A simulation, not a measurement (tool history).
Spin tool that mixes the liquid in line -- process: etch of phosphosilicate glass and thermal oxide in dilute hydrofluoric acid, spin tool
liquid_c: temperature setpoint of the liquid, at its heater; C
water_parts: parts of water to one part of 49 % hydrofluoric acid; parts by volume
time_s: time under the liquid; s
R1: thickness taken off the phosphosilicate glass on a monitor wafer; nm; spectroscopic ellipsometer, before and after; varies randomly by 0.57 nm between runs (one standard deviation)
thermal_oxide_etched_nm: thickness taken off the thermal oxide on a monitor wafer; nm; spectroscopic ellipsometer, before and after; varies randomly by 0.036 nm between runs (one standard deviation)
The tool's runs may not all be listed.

Run 1, hour 0: liquid_c 24 C, water_parts 150 parts by volume, time_s 65 s. Result: R1 53.118 nm, thermal_oxide_etched_nm 1.965 nm.
Run 2, hour 4.9: liquid_c 24 C, water_parts 100 parts by volume, time_s 65 s. Result: R1 86.192 nm, thermal_oxide_etched_nm 3.1336 nm.
Run 3, hour 9.6: liquid_c 24 C, water_parts 100 parts by volume, time_s 55 s. Result: R1 72.752 nm, thermal_oxide_etched_nm 2.6719 nm.
Run 4, hour 18: liquid_c 24 C, water_parts 100 parts by volume, time_s 35 s. Result: R1 46.12 nm, thermal_oxide_etched_nm 1.6776 nm.
Run 5, hour 19.6: liquid_c 24 C, water_parts 100 parts by volume, time_s 60 s. Result: R1 79.569 nm, thermal_oxide_etched_nm 2.9511 nm.
Run 6, hour 27.2: liquid_c 24 C, water_parts 120 parts by volume, time_s 60 s. Result: R1 64.868 nm, thermal_oxide_etched_nm 2.3642 nm.

Run 7 has not been measured yet. What should we expect?
Run 7, hour 33.8: liquid_c 25 C, water_parts 120 parts by volume, time_s 60 s. Result: R1 ?, thermal_oxide_etched_nm ?.

{"run 7": {"R1": 66.633, "thermal_oxide_etched_nm": 2.5017}}

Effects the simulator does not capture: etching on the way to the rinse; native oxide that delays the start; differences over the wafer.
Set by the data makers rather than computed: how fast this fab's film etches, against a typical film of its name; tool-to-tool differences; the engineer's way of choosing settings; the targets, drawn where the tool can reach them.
